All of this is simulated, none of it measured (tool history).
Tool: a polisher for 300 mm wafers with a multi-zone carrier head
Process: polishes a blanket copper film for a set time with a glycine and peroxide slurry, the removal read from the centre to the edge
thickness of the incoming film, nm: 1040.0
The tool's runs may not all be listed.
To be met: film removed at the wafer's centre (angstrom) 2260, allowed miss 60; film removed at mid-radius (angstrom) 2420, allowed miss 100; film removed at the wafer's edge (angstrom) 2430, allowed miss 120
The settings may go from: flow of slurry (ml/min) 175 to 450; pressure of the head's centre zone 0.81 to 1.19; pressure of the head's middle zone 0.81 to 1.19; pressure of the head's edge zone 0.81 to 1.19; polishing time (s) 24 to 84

run	hour	flow of slurry (ml/min)	pressure of the head's centre zone	pressure of the head's middle zone	pressure of the head's edge zone	polishing time (s)	film removed at the wafer's centre (angstrom)	film removed at mid-radius (angstrom)	film removed at the wafer's edge (angstrom)
1	0	290	1	1	1	54	2968.4	2915	2839.2
2	3.5	290	1	0.97	1	54	3013.1	2819	2764.7
3	12.3	290	1	0.97	1.03	54	2985.9	2804.1	2891.2
4	14.2	290	1	1.03	1.03	54	2949.1	2903.4	2825.3
5	16	290	0.98	1.02	1.03	53	2854.3	2882.4	2840.9
6	17.1	290	0.98	1.02	0.98	53	2835.5	2829	2708.7
7	24.9	290	0.98	1.02	0.98	53	2857.1	2883.2	2709.6
8	26.5	285	0.96	1.01	0.98	52	2713.1	2760.4	2677.6
9	27.2	280	0.95	1	0.97	52	2687.2	2843.2	2700.8
10	34.5	285	0.94	0.99	0.97	51	2642.8	2647.6	2565.7
11	36.5	280	0.92	0.99	0.97	51	2558.3	2671.1	2587.1
12	40.6	280	0.91	0.98	0.97	51	2515.6	2636.6	2653.6
13	41.2	280	0.9	0.97	0.96	51	2493.9	2666	2596.8
14	42	280	0.89	0.96	0.96	51	2475.1	2620.7	2574.5
15	43.6	280	0.88	0.95	0.96	51	2450.2	2613.7	2626.7
16	45.3	280	0.88	0.95	0.96	51	2467.7	2584.8	2649.5
17	52.6	280	0.88	0.95	0.95	51	2448.2	2617.3	2588.7
18	57.5	280	0.87	0.94	0.95	51	2441.6	2505.2	2609.3

Which of these 5 next moves meets every target?
A	62.4	370	0.81	0.82	0.93	54	?	?	?
B	62.4	370	0.99	0.84	0.88	50	?	?	?
C	62.4	310	0.87	0.96	0.96	53	?	?	?
D	62.4	305	0.87	0.96	0.94	47	?	?	?
E	62.4	235	0.86	0.81	1	56	?	?	?

move	film removed at the wafer's centre (angstrom)	film removed at mid-radius (angstrom)	film removed at the wafer's edge (angstrom)
A	2442	2441.3	2691.9
B	2768.8	2303.5	2429.3
C	2544.7	2696.8	2652.5
D	2253.8	2388.8	2327
E	2594.5	2425.4	2819.3
A: as far off as the last run
B: further off than the last run
C: further off than the last run
D: meets every target
E: further off than the last run
Move D is the one to make.

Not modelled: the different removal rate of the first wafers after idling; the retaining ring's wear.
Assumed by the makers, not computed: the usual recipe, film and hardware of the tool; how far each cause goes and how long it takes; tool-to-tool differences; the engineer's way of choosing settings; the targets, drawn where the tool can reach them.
